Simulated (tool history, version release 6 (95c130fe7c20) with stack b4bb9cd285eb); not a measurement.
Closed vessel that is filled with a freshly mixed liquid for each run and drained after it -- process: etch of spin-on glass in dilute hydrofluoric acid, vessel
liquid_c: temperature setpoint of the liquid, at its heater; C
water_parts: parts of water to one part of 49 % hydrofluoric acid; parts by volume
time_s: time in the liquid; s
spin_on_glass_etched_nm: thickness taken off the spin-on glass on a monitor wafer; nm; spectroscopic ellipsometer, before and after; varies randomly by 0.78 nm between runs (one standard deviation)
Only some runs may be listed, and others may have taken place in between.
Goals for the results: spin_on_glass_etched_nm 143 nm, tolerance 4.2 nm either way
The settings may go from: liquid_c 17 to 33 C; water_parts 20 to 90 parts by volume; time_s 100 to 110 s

Run 1, hour 0: liquid_c 25 C, water_parts 50 parts by volume, time_s 100 s. Result: spin_on_glass_etched_nm 50.227 nm.
Run 2, hour 5.6: liquid_c 27.5 C, water_parts 40 parts by volume, time_s 100 s. Result: spin_on_glass_etched_nm 70.291 nm.
Run 3, hour 13.3: liquid_c 29 C, water_parts 35 parts by volume, time_s 100 s. Result: spin_on_glass_etched_nm 86.419 nm.
Run 4, hour 15.7: liquid_c 30.5 C, water_parts 30 parts by volume, time_s 100 s. Result: spin_on_glass_etched_nm 107.28 nm.
Run 5, hour 24.8: liquid_c 30.5 C, water_parts 45 parts by volume, time_s 100 s. Result: spin_on_glass_etched_nm 69.054 nm.
At hour 27.3: thermometer replaced.
Run 6, hour 27.3: liquid_c 31.5 C, water_parts 35 parts by volume, time_s 100 s. Result: spin_on_glass_etched_nm 103.71 nm.
Run 7, hour 36.2: liquid_c 32 C, water_parts 30 parts by volume, time_s 100 s. Result: spin_on_glass_etched_nm 124.42 nm.
Run 8, hour 43.5: liquid_c 32.5 C, water_parts 30 parts by volume, time_s 100 s. Result: spin_on_glass_etched_nm 126.35 nm.

Exercise: of the 4 proposed moves below, exactly one satisfies all targets within the stated allowed misses. Which move is it?
Run A, hour 50.8: liquid_c 32 C, water_parts 30 parts by volume, time_s 105 s. Result: spin_on_glass_etched_nm ?.
Run B, hour 50.8: liquid_c 31.5 C, water_parts 30 parts by volume, time_s 110 s. Result: spin_on_glass_etched_nm ?.
Run C, hour 50.8: liquid_c 33 C, water_parts 30 parts by volume, time_s 105 s. Result: spin_on_glass_etched_nm ?.
Run D, hour 50.8: liquid_c 33 C, water_parts 30 parts by volume, time_s 110 s. Result: spin_on_glass_etched_nm ?.

move  spin_on_glass_etched_nm
   A                   130.84
   B                   134.39
   C                   136.08
   D                   142.56
A: gains on the last run, yet a result remains outside its allowed miss
B: gains on the last run, yet a result remains outside its allowed miss
C: gains on the last run, yet a result remains outside its allowed miss
D: every result within its allowed miss
D is the move that brings every result within its allowed miss.
